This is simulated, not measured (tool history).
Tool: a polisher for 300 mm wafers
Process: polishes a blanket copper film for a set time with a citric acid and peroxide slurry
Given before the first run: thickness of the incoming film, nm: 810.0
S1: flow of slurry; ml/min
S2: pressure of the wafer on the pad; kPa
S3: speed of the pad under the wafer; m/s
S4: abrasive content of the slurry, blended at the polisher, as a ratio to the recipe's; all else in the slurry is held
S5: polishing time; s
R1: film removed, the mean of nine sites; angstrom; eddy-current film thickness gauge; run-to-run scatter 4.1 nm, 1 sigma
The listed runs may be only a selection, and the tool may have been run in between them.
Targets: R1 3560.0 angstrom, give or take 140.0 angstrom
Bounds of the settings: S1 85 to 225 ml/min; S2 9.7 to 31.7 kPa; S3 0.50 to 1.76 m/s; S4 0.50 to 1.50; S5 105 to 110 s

Run 1, day 0.000: S1 145 ml/min, S2 20.7 kPa, S3 1.12 m/s, S4 1.00, S5 105 s. Result: R1 2519.7 angstrom.
Run 2, day 0.233: S1 150 ml/min, S2 22.1 kPa, S3 1.12 m/s, S4 1.00, S5 105 s. Result: R1 2663.3 angstrom.
Run 3, day 0.300: S1 150 ml/min, S2 22.1 kPa, S3 0.94 m/s, S4 1.00, S5 105 s. Result: R1 2326.6 angstrom.
Run 4, day 0.567: S1 150 ml/min, S2 24.1 kPa, S3 0.94 m/s, S4 1.00, S5 105 s. Result: R1 2515.2 angstrom.
Run 5, day 0.696: S1 150 ml/min, S2 25.5 kPa, S3 0.94 m/s, S4 1.00, S5 105 s. Result: R1 2624.5 angstrom.
Run 6, day 0.762: S1 155 ml/min, S2 26.9 kPa, S3 0.96 m/s, S4 1.00, S5 105 s. Result: R1 2815.1 angstrom.
Run 7, day 0.858: S1 155 ml/min, S2 27.6 kPa, S3 0.98 m/s, S4 1.00, S5 105 s. Result: R1 2998.1 angstrom.
Run 8, day 0.883: S1 155 ml/min, S2 28.3 kPa, S3 0.98 m/s, S4 1.00, S5 105 s. Result: R1 3044.9 angstrom.
Run 9, day 0.958: S1 155 ml/min, S2 29.0 kPa, S3 0.98 m/s, S4 1.00, S5 105 s. Result: R1 3078.9 angstrom.
Run 10, day 1.017: S1 160 ml/min, S2 29.6 kPa, S3 0.98 m/s, S4 1.00, S5 105 s. Result: R1 3175.1 angstrom.
Run 11, day 1.067: S1 160 ml/min, S2 30.3 kPa, S3 1.00 m/s, S4 1.00, S5 105 s. Result: R1 3289.8 angstrom.

Below are 5 possible settings for the next run. Only one of them brings all results inside the allowed miss of their targets. Which is it?
Run A, day 1.117: S1 200 ml/min, S2 30.3 kPa, S3 0.86 m/s, S4 1.00, S5 105 s. Result: R1 ?.
Run B, day 1.117: S1 170 ml/min, S2 31.7 kPa, S3 0.86 m/s, S4 1.15, S5 108 s. Result: R1 ?.
Run C, day 1.117: S1 185 ml/min, S2 29.0 kPa, S3 0.92 m/s, S4 0.95, S5 105 s. Result: R1 ?.
Run D, day 1.117: S1 105 ml/min, S2 30.3 kPa, S3 1.16 m/s, S4 0.95, S5 108 s. Result: R1 ?.
Run E, day 1.117: S1 140 ml/min, S2 31.0 kPa, S3 0.96 m/s, S4 1.05, S5 105 s. Result: R1 ?.

move      R1
   A  3009.7
   B  3296.2
   C  2979.1
   D  3578.9
   E  3267.8
A: moves away from the targets compared with the last run
B: just as far off the targets as the last run
C: moves away from the targets compared with the last run
D: meets every target
E: moves away from the targets compared with the last run
So the answer is move D, the one that meets all the targets.
